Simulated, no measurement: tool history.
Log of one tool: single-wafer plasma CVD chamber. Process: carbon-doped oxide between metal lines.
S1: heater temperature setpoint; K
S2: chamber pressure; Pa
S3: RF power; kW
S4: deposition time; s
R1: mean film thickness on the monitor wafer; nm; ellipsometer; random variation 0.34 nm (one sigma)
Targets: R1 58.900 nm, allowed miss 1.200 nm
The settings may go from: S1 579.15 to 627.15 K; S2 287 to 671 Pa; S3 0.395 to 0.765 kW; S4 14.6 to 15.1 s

{"run": 1, "hour": 0.0, "S1": 603.15, "S2": 479, "S3": 0.58, "S4": 14.6, "R1": 79.555}
{"run": 2, "hour": 7.3, "S1": 603.15, "S2": 479, "S3": 0.54, "S4": 14.6, "R1": 73.527}
{"run": 3, "hour": 16.1, "S1": 603.15, "S2": 424, "S3": 0.54, "S4": 14.6, "R1": 73.268}
{"run": 4, "hour": 24.4, "S1": 603.15, "S2": 360, "S3": 0.54, "S4": 14.6, "R1": 71.627}
{"run": 5, "hour": 27.8, "S1": 608.15, "S2": 335, "S3": 0.51, "S4": 14.6, "R1": 66.977}
{"run": 6, "hour": 29.2, "S1": 612.15, "S2": 319, "S3": 0.49, "S4": 14.6, "R1": 62.961}
{"run": 7, "hour": 31.1, "S1": 615.15, "S2": 309, "S3": 0.49, "S4": 14.6, "R1": 61.872}
{"run": 8, "hour": 39.0, "S1": 617.15, "S2": 303, "S3": 0.49, "S4": 14.6, "R1": 61.731}
{"run": 9, "hour": 43.2, "S1": 619.15, "S2": 297, "S3": 0.485, "S4": 14.6, "R1": 60.975}
{"run": 10, "hour": 48.1, "S1": 624.15, "S2": 287, "S3": 0.465, "S4": 14.6, "R1": 56.82}
{"run": 11, "hour": 51.5, "S1": 622.15, "S2": 292, "S3": 0.465, "S4": 14.6, "R1": 56.784}
{"run": 12, "hour": 54.4, "S1": 620.15, "S2": 295, "S3": 0.465, "S4": 14.6, "R1": 56.584}

Which of these 4 next moves meets every target?
{"run": "A", "hour": 57.3, "S1": 627.15, "S2": 287, "S3": 0.485, "S4": 14.6, "R1": "?"}
{"run": "B", "hour": 57.3, "S1": 621.15, "S2": 316, "S3": 0.455, "S4": 14.7, "R1": "?"}
{"run": "C", "hour": 57.3, "S1": 626.15, "S2": 404, "S3": 0.435, "S4": 14.9, "R1": "?"}
{"run": "D", "hour": 57.3, "S1": 622.15, "S2": 307, "S3": 0.465, "S4": 14.6, "R1": "?"}

move=A R1=59.097
move=B R1=56.013
move=C R1=53.612
move=D R1=56.959
A: meets every target
B: further off than the last run
C: further off than the last run
D: nearer than the last run, and not there yet
Answer: A
